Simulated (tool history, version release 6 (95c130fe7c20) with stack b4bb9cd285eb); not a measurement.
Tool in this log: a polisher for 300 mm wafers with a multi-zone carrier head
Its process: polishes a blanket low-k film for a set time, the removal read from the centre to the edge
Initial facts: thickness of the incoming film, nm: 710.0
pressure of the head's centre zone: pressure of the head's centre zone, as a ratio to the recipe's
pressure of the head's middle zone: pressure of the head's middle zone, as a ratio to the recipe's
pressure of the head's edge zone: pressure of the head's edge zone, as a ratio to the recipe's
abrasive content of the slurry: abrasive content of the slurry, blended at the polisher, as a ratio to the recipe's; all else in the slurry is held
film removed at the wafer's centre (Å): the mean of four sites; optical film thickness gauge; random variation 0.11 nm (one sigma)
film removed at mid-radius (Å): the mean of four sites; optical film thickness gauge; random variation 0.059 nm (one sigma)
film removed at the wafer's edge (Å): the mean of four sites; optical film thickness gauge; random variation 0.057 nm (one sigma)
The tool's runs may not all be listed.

| run | hour | flow of slurry (ml/min) | pressure of the head's centre zone | pressure of the head's middle zone | pressure of the head's edge zone | abrasive content of the slurry | polishing time (s) | film removed at the wafer's centre (Å) | film removed at mid-radius (Å) | film removed at the wafer's edge (Å) |
|---|---|---|---|---|---|---|---|---|---|---|
| 1 | 0.0 | 305 | 1.00 | 1.00 | 1.00 | 1.00 | 32 | 112.640 | 106.520 | 106.670 |
| 2 | 7.4 | 305 | 1.00 | 1.00 | 1.00 | 1.20 | 32 | 120.550 | 113.500 | 116.090 |
| 3 | 16.1 | 305 | 1.00 | 0.92 | 1.00 | 1.20 | 32 | 118.280 | 107.360 | 117.280 |
| 4 | 18.0 | 305 | 1.00 | 0.92 | 0.96 | 1.20 | 32 | 119.600 | 106.940 | 115.310 |
| 5 | 20.7 | 305 | 0.99 | 0.93 | 0.93 | 1.05 | 32 | 113.330 | 102.180 | 107.220 |
| 6 | 28.9 | 305 | 0.98 | 0.94 | 0.91 | 0.90 | 32 | 102.330 | 96.729 | 99.137 |
| 7 | 33.8 | 300 | 0.99 | 0.95 | 0.89 | 0.80 | 32 | 97.507 | 90.525 | 92.897 |

Predict the results of run 8:
| 8 | 41.1 | 290 | 1.00 | 0.97 | 0.87 | 0.80 | 32 | ? | ? | ? |

film removed at the wafer's centre (Å): 97.835
film removed at mid-radius (Å): 92.858
film removed at the wafer's edge (Å): 92.097
